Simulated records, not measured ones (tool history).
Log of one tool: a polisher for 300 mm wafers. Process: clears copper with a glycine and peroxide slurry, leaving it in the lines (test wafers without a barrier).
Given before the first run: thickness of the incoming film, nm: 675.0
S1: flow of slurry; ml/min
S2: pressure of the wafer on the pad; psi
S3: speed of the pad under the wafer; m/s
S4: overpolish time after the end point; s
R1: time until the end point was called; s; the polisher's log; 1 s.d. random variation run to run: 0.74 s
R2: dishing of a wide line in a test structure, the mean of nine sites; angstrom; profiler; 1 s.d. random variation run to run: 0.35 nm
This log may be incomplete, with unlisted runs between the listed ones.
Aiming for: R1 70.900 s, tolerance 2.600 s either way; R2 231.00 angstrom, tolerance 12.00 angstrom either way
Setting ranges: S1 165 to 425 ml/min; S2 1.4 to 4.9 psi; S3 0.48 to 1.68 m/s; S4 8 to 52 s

Run 1, hour 0.0: S1 275 ml/min, S2 3.1 psi, S3 1.08 m/s, S4 26 s. Result: R1 124.190 s, R2 246.38 angstrom.
Run 2, hour 7.8: S1 265 ml/min, S2 3.5 psi, S3 1.12 m/s, S4 21 s. Result: R1 107.350 s, R2 238.13 angstrom.
Run 3, hour 11.5: S1 270 ml/min, S2 3.9 psi, S3 1.12 m/s, S4 22 s. Result: R1 100.240 s, R2 235.55 angstrom.
Run 4, hour 19.8: S1 270 ml/min, S2 4.6 psi, S3 1.12 m/s, S4 22 s. Result: R1 86.408 s, R2 244.59 angstrom.
Run 5, hour 24.5: S1 265 ml/min, S2 4.6 psi, S3 1.16 m/s, S4 18 s. Result: R1 84.469 s, R2 243.14 angstrom.
Run 6, hour 25.9: S1 265 ml/min, S2 4.6 psi, S3 1.32 m/s, S4 18 s. Result: R1 76.387 s, R2 235.34 angstrom.
Run 7, hour 28.7: S1 260 ml/min, S2 4.6 psi, S3 1.34 m/s, S4 17 s. Result: R1 76.208 s, R2 245.26 angstrom.
Run 8, hour 30.0: S1 295 ml/min, S2 4.6 psi, S3 1.34 m/s, S4 19 s. Result: R1 74.185 s, R2 230.93 angstrom.

Exactly one of the 5 candidate moves below puts every result within its allowed miss. Which one?
Run A, hour 31.3: S1 290 ml/min, S2 4.9 psi, S3 1.32 m/s, S4 11 s. Result: R1 ?, R2 ?.
Run B, hour 31.3: S1 260 ml/min, S2 3.9 psi, S3 1.54 m/s, S4 9 s. Result: R1 ?, R2 ?.
Run C, hour 31.3: S1 365 ml/min, S2 4.8 psi, S3 1.08 m/s, S4 26 s. Result: R1 ?, R2 ?.
Run D, hour 31.3: S1 365 ml/min, S2 4.3 psi, S3 1.34 m/s, S4 22 s. Result: R1 ?, R2 ?.
Run E, hour 31.3: S1 345 ml/min, S2 4.3 psi, S3 1.34 m/s, S4 30 s. Result: R1 ?, R2 ?.

move      R1      R2
   A  72.677  233.17
   B  78.473  225.01
   C  86.064  240.26
   D  79.080  237.48
   E  79.387  237.61
A: in spec on every target
B: its largest miss is bigger than the last run's
C: its largest miss is bigger than the last run's
D: its largest miss is bigger than the last run's
E: its largest miss is bigger than the last run's
A is the move that brings every result within its allowed miss.

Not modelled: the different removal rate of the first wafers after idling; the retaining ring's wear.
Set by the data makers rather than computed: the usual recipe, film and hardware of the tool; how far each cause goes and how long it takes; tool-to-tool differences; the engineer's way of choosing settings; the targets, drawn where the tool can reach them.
